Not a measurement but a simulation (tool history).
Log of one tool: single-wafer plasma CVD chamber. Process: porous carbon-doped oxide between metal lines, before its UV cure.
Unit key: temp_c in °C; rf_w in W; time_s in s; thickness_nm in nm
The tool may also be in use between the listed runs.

Run 1, hour 0.0: temp_c 325 °C, rf_w 645 W, time_s 28.9 s. Result: thickness_nm 162.19 nm.
Run 2, hour 6.9: temp_c 325 °C, rf_w 645 W, time_s 28.9 s. Result: thickness_nm 162.80 nm.
Run 3, hour 15.7: temp_c 325 °C, rf_w 685 W, time_s 28.9 s. Result: thickness_nm 166.87 nm.
Run 4, hour 22.7: temp_c 328 °C, rf_w 675 W, time_s 28.9 s. Result: thickness_nm 164.94 nm.
At hour 23.3: thermocouple changed; heater temperature recalibrated.
Run 5, hour 23.3: temp_c 330 °C, rf_w 660 W, time_s 28.9 s. Result: thickness_nm 165.11 nm.
Run 6, hour 27.2: temp_c 330 °C, rf_w 635 W, time_s 28.9 s. Result: thickness_nm 161.43 nm.
Run 7, hour 31.6: temp_c 330 °C, rf_w 615 W, time_s 28.9 s. Result: thickness_nm 159.46 nm.

Run 8, settings as shown, results not yet in. Your forecast:
Run 8, hour 38.9: temp_c 330 °C, rf_w 595 W, time_s 28.9 s. Result: thickness_nm ?.

Run 8 measured thickness_nm 156.36 nm.
